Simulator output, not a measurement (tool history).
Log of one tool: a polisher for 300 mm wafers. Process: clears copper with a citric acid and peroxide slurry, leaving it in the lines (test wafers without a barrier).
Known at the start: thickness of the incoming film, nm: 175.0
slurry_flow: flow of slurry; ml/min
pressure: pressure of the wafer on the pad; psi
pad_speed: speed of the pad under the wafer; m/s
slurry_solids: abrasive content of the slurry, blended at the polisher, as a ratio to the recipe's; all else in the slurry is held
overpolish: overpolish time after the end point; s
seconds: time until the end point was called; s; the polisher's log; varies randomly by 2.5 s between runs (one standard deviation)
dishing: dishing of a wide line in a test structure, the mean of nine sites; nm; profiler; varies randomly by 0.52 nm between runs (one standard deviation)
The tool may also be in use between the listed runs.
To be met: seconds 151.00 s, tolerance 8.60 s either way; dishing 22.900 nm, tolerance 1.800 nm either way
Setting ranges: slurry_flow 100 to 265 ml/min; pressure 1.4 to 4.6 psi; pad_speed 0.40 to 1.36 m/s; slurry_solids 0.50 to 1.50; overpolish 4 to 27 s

run	hour	slurry_flow	pressure	pad_speed	slurry_solids	overpolish	seconds	dishing
1	0.0	170	3.0	0.88	1.00	14	111.40	18.430
2	8.7	190	3.0	0.88	1.00	14	110.60	18.973
3	17.2	190	3.0	0.88	1.00	16	109.00	21.653
4	18.7	190	2.8	0.88	1.00	17	117.23	21.322
5	24.1	190	2.8	0.88	1.00	14	115.84	18.305
6	27.7	225	2.8	0.88	1.00	14	110.79	18.334
7	30.2	225	2.8	0.88	1.00	14	111.77	18.975
8	39.0	220	2.7	0.88	1.00	15	120.52	18.957
9	46.2	220	2.6	0.88	1.00	16	121.45	19.619
10	52.6	220	2.5	0.88	1.00	17	129.79	20.048
11	60.0	220	2.4	0.88	1.00	18	130.11	19.970
12	61.5	220	2.3	0.88	1.00	19	136.63	19.792

Next run, 4 choices. One meets every target within its allowed miss, the rest don't. Which?
A	63.0	220	2.6	0.70	1.05	23	?	?
B	63.0	215	1.8	1.02	1.10	18	?	?
C	63.0	225	2.1	0.92	1.00	16	?	?
D	63.0	205	1.9	0.98	0.80	20	?	?

move	seconds	dishing
A	151.88	22.243
B	149.71	17.729
C	144.31	16.505
D	160.03	18.414
A: meets every target
B: the biggest miss grows against the last run
C: the biggest miss grows against the last run
D: the biggest miss grows against the last run
Answer: A
